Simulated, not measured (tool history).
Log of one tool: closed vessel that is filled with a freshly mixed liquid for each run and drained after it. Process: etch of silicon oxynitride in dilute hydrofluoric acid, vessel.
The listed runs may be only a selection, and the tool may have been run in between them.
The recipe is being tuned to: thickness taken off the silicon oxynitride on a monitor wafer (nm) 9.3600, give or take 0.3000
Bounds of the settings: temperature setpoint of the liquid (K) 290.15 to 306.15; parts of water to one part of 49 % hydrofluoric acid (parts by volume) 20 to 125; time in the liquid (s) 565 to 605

run	day	temperature setpoint of the liquid (K)	parts of water to one part of 49 % hydrofluoric acid (parts by volume)	time in the liquid (s)	thickness taken off the silicon oxynitride on a monitor wafer (nm)
1	0.000	298.15	70	565	19.7780
2	0.354	297.15	75	565	17.3100
3	0.475	300.15	75	565	20.2910
4	0.733	298.65	80	565	17.4680
5	0.950	298.65	80	565	17.6820
6	1.175	298.65	65	565	21.8470
7	1.317	297.65	70	565	19.3680
8	1.642	296.65	75	565	17.0670
9	1.754	292.65	100	565	10.2690
10	2.000	292.15	100	565	10.0740

Next run, 4 choices. One meets every target within its allowed miss, the rest don't. Which?
A	2.246	295.65	115	570	?
B	2.246	291.65	100	585	?
C	2.246	291.65	100	570	?
D	2.246	290.65	100	570	?

move	thickness taken off the silicon oxynitride on a monitor wafer (nm)
A	10.4540
B	10.2750
C	10.0110
D	9.5255
A: the biggest miss grows against the last run
B: the biggest miss grows against the last run
C: nearer than the last run, and not there yet
D: every result within its allowed miss
Correct choice: D, which meets every target
